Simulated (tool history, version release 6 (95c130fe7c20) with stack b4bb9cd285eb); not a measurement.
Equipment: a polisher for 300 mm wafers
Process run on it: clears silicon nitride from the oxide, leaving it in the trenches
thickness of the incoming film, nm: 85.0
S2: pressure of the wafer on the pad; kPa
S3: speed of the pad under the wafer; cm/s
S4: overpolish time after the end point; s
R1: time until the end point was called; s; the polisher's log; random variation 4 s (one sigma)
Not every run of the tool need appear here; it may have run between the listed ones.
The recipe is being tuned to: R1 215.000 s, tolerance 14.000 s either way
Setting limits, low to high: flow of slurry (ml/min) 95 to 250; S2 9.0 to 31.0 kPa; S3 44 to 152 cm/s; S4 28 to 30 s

run 1 day=0.000 | flow_of_slurry_(ml/min)=160 S2=20.0 S3=98 S4=28 | R1=82.889
run 2 day=0.329 | flow_of_slurry_(ml/min)=160 S2=20.0 S3=80 S4=28 | R1=97.174
run 3 day=0.633 | flow_of_slurry_(ml/min)=160 S2=18.6 S3=76 S4=28 | R1=111.360
run 4 day=0.871 | flow_of_slurry_(ml/min)=160 S2=17.2 S3=74 S4=28 | R1=122.610
run 5 day=0.946 | flow_of_slurry_(ml/min)=160 S2=21.4 S3=74 S4=28 | R1=94.320
run 6 day=1.233 | flow_of_slurry_(ml/min)=160 S2=21.4 S3=64 S4=28 | R1=106.890
run 7 day=1.517 | flow_of_slurry_(ml/min)=160 S2=20.0 S3=62 S4=28 | R1=120.550
run 8 day=1.738 | flow_of_slurry_(ml/min)=160 S2=18.6 S3=62 S4=28 | R1=120.890
run 9 day=2.104 | flow_of_slurry_(ml/min)=160 S2=17.2 S3=60 S4=28 | R1=143.140
run 10 day=2.221 | flow_of_slurry_(ml/min)=160 S2=16.5 S3=60 S4=28 | R1=145.120

Pick the move, out of 4, that brings all results within their allowed miss; only one does.
run A day=2.338 | flow_of_slurry_(ml/min)=160 S2=14.5 S3=54 S4=30 | R1=?
run B day=2.338 | flow_of_slurry_(ml/min)=140 S2=11.0 S3=48 S4=28 | R1=?
run C day=2.338 | flow_of_slurry_(ml/min)=145 S2=25.5 S3=74 S4=28 | R1=?
run D day=2.338 | flow_of_slurry_(ml/min)=165 S2=13.1 S3=48 S4=28 | R1=?

move=A R1=176.740
move=B R1=253.630
move=C R1=82.051
move=D R1=210.230
A: better than the last run, though not everything is in spec
B: moves the result that the last run missed by most past its target, out the other side
C: misses by more than the last run did
D: all results land within tolerance of their targets
Go with D: it meets all targets.
